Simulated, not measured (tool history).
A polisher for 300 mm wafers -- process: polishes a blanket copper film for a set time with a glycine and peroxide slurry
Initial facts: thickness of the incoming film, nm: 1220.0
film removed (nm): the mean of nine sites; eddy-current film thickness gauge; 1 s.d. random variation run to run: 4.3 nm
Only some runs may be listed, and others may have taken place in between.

run  hour  flow of slurry (ml/min)  pressure of the wafer on the pad (psi)  speed of the pad under the wafer (cm/s)  polishing time (s)  film removed (nm)
  1   0.0                      315                                     2.4                                      116                  45             224.40
  2   0.5                      315                                     2.4                                      116                  45             227.05
  3   1.5                      315                                     2.5                                      116                  45             231.39
  4   5.5                      315                                     2.5                                      134                  45             257.35
     11.9  -- slurry nozzle cleaned
  5  11.9                      250                                     2.5                                      134                  45             251.64
  6  14.5                      250                                     2.6                                      134                  45             257.74
  7  19.2                      250                                     2.7                                      134                  45             266.27
  8  20.9                      250                                     2.8                                      134                  45             276.11
  9  24.3                      250                                     2.9                                      134                  45             287.88

The next listed run, before its measurement:
 10  24.9                      260                                     3.1                                      136                  45                  ?

{"run 10": {"film removed (nm)": 304.06}}
